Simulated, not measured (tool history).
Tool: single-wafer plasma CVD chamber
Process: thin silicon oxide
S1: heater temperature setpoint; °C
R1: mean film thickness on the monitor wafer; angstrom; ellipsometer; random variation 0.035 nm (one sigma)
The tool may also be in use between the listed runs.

Run 1, hour 0: S1 380 °C, chamber pressure (Pa) 70.7, RF power (kW) 0.225, deposition time (s) 7.54. Result: R1 81.818 angstrom.
Run 2, hour 1.7: S1 380 °C, chamber pressure (Pa) 70.7, RF power (kW) 0.24, deposition time (s) 7.54. Result: R1 84.32 angstrom.
Run 3, hour 7.6: S1 380 °C, chamber pressure (Pa) 70.7, RF power (kW) 0.24, deposition time (s) 7.54. Result: R1 84.405 angstrom.
Run 4, hour 14.8: S1 380 °C, chamber pressure (Pa) 64, RF power (kW) 0.24, deposition time (s) 7.54. Result: R1 76.767 angstrom.
Run 5, hour 23.5: S1 380 °C, chamber pressure (Pa) 68.4, RF power (kW) 0.24, deposition time (s) 7.54. Result: R1 81.979 angstrom.
Run 6, hour 28.7: S1 380 °C, chamber pressure (Pa) 68.4, RF power (kW) 0.24, deposition time (s) 7.77. Result: R1 84.576 angstrom.
Run 7, hour 35.2: S1 380 °C, chamber pressure (Pa) 71.1, RF power (kW) 0.24, deposition time (s) 7.77. Result: R1 87.615 angstrom.
Run 8, hour 42.4: S1 380 °C, chamber pressure (Pa) 71.1, RF power (kW) 0.24, deposition time (s) 7.77. Result: R1 87.205 angstrom.
Run 9, hour 45.3: S1 380 °C, chamber pressure (Pa) 73.5, RF power (kW) 0.24, deposition time (s) 7.77. Result: R1 90.197 angstrom.
Run 10, hour 47.1: S1 380 °C, chamber pressure (Pa) 75.3, RF power (kW) 0.24, deposition time (s) 7.77. Result: R1 92.718 angstrom.
Run 11, hour 50: S1 380 °C, chamber pressure (Pa) 76.7, RF power (kW) 0.24, deposition time (s) 7.77. Result: R1 94.932 angstrom.

The next listed run, before its measurement:
Run 12, hour 58.5: S1 380 °C, chamber pressure (Pa) 77.5, RF power (kW) 0.24, deposition time (s) 7.77. Result: R1 ?.

{"run 12": {"R1": 94.957}}
